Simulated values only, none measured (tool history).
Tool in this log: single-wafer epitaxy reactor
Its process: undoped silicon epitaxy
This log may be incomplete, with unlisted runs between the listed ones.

| run | day | wafer temperature setpoint (pyrometer-controlled) (°C) | deposition time (s) | mean film thickness on the monitor wafer (nm) |
|---|---|---|---|---|
| 1 | 0 | 635 | 570 | 67.104 |
| 2 | 0.262 | 634 | 570 | 65.272 |
| 3 | 0.496 | 640 | 570 | 74.679 |
| 4 | 0.679 | 640 | 651 | 86.217 |
| 5 | 0.954 | 648 | 651 | 101.94 |
| 6 | 1.117 | 648 | 712 | 112.46 |
| 7 | 1.167 | 644 | 710 | 102.9 |

Forecast run 8:
| 8 | 1.483 | 641 | 709 | ? |

{"run 8": {"mean film thickness on the monitor wafer (nm)": 94.955}}

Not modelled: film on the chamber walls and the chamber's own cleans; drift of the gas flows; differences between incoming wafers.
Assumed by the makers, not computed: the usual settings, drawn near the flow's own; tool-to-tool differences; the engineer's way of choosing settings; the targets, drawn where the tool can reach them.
